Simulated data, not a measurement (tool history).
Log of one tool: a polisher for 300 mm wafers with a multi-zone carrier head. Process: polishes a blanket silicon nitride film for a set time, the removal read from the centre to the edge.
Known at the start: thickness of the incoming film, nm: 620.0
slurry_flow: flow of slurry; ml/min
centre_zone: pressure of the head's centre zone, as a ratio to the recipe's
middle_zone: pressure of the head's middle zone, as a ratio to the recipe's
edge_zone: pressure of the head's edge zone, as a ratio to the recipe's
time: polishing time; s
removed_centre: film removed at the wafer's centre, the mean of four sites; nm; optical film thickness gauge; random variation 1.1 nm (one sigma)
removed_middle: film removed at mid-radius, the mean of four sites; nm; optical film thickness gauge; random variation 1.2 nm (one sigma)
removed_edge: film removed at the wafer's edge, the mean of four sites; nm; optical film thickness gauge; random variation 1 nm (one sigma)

run	hour	slurry_flow	centre_zone	middle_zone	edge_zone	time	removed_centre	removed_middle	removed_edge
1	0.0	160	1.00	1.00	1.00	73	109.67	107.34	106.35
2	8.5	180	1.06	0.99	1.05	74	119.37	109.38	111.43
3	16.8	195	1.10	0.98	1.08	76	129.67	112.55	115.88
4	18.4	205	1.12	0.97	1.11	77	135.41	113.81	119.79
5	19.0	235	1.12	0.97	1.11	77	135.45	117.28	120.61
6	20.3	235	1.09	0.97	1.11	77	132.61	117.21	123.17
7	22.9	235	1.12	0.96	1.13	78	138.85	116.84	122.50

Run 8 comes next. What will it give?
8	27.8	235	1.13	0.95	1.14	79	?	?	?

{"run 8": {"removed_centre": 142.99, "removed_middle": 116.98, "removed_edge": 127.19}}

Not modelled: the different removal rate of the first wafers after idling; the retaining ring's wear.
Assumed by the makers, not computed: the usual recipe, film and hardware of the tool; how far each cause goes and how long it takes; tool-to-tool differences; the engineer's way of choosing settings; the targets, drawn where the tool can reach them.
